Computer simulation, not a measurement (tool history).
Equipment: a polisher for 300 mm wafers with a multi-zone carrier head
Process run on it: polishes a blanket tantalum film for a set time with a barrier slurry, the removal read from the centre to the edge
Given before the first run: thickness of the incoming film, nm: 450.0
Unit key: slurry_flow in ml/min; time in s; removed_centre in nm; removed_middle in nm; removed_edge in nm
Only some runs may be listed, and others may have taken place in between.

run,hour,slurry_flow,centre_zone,middle_zone,edge_zone,slurry_solids,time,removed_centre,removed_middle,removed_edge
1,0,265,1,1,1,1,89,103.85,100.27,101.07
2,7.5,265,1,1,1,1.2,89,106.83,104.34,106.05
3,14.2,260,0.97,0.99,1,1.15,88,99.856,100.98,106.55
4,17.7,260,0.95,0.99,0.99,1.1,87,97.396,97.902,103.48
5,21.1,260,0.95,0.99,0.99,1.1,102,112.77,116.25,124.58
6,24.2,260,0.93,0.99,0.99,1,99,108.22,109.87,114.67
7,28,250,0.91,0.99,1,1,96,100.02,105.38,112.93
# hour 35.9: slurry nozzle cleaned
8,35.9,250,0.82,0.96,0.91,0.75,91,85.641,95.761,96.308
9,41.7,245,0.82,0.96,0.92,0.75,90,83.513,92.957,96.321

What will run 10 give?
10,47.4,240,0.82,0.96,0.93,0.75,90,?,?,?

{"run 10": {"removed_centre": 82.638, "removed_middle": 93.532, "removed_edge": 95.003}}

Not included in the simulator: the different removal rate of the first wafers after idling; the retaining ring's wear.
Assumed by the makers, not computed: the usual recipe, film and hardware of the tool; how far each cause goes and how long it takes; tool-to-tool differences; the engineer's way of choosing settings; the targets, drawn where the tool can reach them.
